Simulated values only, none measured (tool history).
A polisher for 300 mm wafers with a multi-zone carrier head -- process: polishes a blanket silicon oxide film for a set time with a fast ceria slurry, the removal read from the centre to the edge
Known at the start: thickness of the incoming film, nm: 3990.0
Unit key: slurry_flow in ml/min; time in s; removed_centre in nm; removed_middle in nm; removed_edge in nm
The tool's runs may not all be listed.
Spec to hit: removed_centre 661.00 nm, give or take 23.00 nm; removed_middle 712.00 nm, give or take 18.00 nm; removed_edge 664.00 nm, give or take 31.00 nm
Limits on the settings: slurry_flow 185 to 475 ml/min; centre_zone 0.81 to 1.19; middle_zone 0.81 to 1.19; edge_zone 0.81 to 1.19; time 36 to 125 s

run,hour,slurry_flow,centre_zone,middle_zone,edge_zone,time,removed_centre,removed_middle,removed_edge
1,0.0,305,1.00,1.00,1.00,80,901.47,929.44,934.84
2,7.7,310,0.99,1.00,0.96,75,846.21,874.08,867.65
3,15.7,310,0.98,1.00,0.93,70,802.60,808.42,802.15
4,19.4,310,1.05,1.00,0.93,70,857.15,804.33,794.82
5,28.2,305,1.02,1.01,0.91,67,785.64,773.95,756.57
6,32.9,355,1.02,1.01,0.91,67,802.24,779.88,761.13
7,38.5,355,1.02,1.01,0.91,67,790.55,787.54,766.26
8,40.7,355,1.00,1.02,0.89,65,758.49,766.50,733.33
9,45.7,355,0.98,1.02,0.88,64,748.27,758.34,723.81

Below are 5 possible settings for the next run. Only one of them brings all results inside the allowed miss of their targets. Which is it?
A,50.7,325,1.15,1.04,0.81,71,?,?,?
B,50.7,375,0.92,0.93,0.89,63,?,?,?
C,50.7,365,0.82,0.96,0.99,63,?,?,?
D,50.7,360,1.06,0.81,0.86,70,?,?,?
E,50.7,365,0.96,1.05,0.86,59,?,?,?

move,removed_centre,removed_middle,removed_edge
A,944.96,839.98,766.80
B,676.10,702.75,704.76
C,600.97,715.57,727.09
D,863.52,717.52,774.64
E,660.12,708.19,651.80
A: misses by more than the last run did
B: brings the result that was furthest off to its target, and leaves another outside
C: takes the biggest miss from the last run beyond its target
D: misses by more than the last run did
E: in spec on every target
The move that meets every target is E.

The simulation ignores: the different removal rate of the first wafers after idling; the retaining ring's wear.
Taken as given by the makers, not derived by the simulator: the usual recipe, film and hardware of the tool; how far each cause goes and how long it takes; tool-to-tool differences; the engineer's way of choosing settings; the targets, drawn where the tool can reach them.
